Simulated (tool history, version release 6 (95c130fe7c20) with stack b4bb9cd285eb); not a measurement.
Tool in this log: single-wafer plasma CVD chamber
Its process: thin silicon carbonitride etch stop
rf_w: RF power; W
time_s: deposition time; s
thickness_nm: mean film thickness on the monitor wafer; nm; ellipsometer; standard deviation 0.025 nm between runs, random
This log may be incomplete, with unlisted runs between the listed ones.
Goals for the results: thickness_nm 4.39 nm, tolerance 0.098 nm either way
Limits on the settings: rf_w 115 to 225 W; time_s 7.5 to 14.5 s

run	hour	rf_w	time_s	thickness_nm
1	0	170	11	5.6343
2	6	170	12.3	6.2387
3	14.9	160	11.5	5.7275
4	21.9	150	11	5.3752
5	24.3	145	10.6	5.1233
6	32	145	12.1	5.8432
7	39.4	120	10.3	4.7626
8	47.4	120	10.1	4.7422
9	48.5	120	9.9	4.6077
10	49.7	120	9.8	4.546
11	58.1	120	9.7	4.4916

Exactly one of the 5 candidate moves below puts every result within its allowed miss. Which one?
A	66.5	125	10	?
B	66.5	115	8.9	?
C	66.5	130	9.7	?
D	66.5	145	9	?
E	66.5	120	8.8	?

move	thickness_nm
A	4.6937
B	4.0979
C	4.5949
D	4.3753
E	4.0916
A: the biggest miss grows against the last run
B: takes the result that was furthest off past its target
C: the biggest miss grows against the last run
D: every result lands within tolerance
E: takes the result that was furthest off past its target
Move D is the one to make.

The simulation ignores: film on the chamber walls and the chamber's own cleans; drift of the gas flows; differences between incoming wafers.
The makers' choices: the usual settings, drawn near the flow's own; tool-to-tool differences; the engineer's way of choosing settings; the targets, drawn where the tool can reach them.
